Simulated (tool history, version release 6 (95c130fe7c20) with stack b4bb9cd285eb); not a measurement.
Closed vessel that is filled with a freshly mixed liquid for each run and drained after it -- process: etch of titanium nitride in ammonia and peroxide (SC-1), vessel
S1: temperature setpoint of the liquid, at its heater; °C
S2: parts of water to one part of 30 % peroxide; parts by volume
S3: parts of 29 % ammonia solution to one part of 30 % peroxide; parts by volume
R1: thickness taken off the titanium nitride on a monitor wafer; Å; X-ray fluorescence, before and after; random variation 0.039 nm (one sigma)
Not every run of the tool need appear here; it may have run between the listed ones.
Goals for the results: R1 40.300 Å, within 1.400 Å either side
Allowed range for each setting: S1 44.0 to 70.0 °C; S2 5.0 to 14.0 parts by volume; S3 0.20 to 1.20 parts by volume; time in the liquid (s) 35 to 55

run 1 hour=0.0 | S1=60.0 S2=7.5 S3=0.90 time_in_the_liquid_(s)=55 | R1=99.622
run 2 hour=6.5 | S1=57.5 S2=7.5 S3=0.90 time_in_the_liquid_(s)=55 | R1=83.588
run 3 hour=14.7 | S1=54.5 S2=7.5 S3=0.90 time_in_the_liquid_(s)=55 | R1=69.292
run 4 hour=17.6 | S1=54.5 S2=5.0 S3=0.90 time_in_the_liquid_(s)=55 | R1=84.666
run 5 hour=21.0 | S1=51.5 S2=5.0 S3=0.90 time_in_the_liquid_(s)=55 | R1=68.725
run 6 hour=25.6 | S1=51.5 S2=5.0 S3=0.90 time_in_the_liquid_(s)=55 | R1=68.384
run 7 hour=33.5 | S1=49.5 S2=5.0 S3=0.90 time_in_the_liquid_(s)=55 | R1=59.586
run 8 hour=37.6 | S1=44.0 S2=5.5 S3=0.90 time_in_the_liquid_(s)=55 | R1=38.772

Next run, 5 choices. One meets every target within its allowed miss, the rest don't. Which?
run A hour=41.7 | S1=45.0 S2=5.0 S3=1.05 time_in_the_liquid_(s)=50 | R1=?
run B hour=41.7 | S1=47.0 S2=8.0 S3=0.55 time_in_the_liquid_(s)=55 | R1=?
run C hour=41.7 | S1=44.0 S2=6.0 S3=0.80 time_in_the_liquid_(s)=50 | R1=?
run D hour=41.7 | S1=44.0 S2=5.0 S3=1.00 time_in_the_liquid_(s)=50 | R1=?
run E hour=41.7 | S1=46.5 S2=5.5 S3=0.40 time_in_the_liquid_(s)=50 | R1=?

move=A R1=41.176
move=B R1=38.212
move=C R1=34.173
move=D R1=38.129
move=E R1=38.243
A: each result inside its tolerance
B: its largest miss is bigger than the last run's
C: its largest miss is bigger than the last run's
D: its largest miss is bigger than the last run's
E: its largest miss is bigger than the last run's
Go with A: it meets all targets.
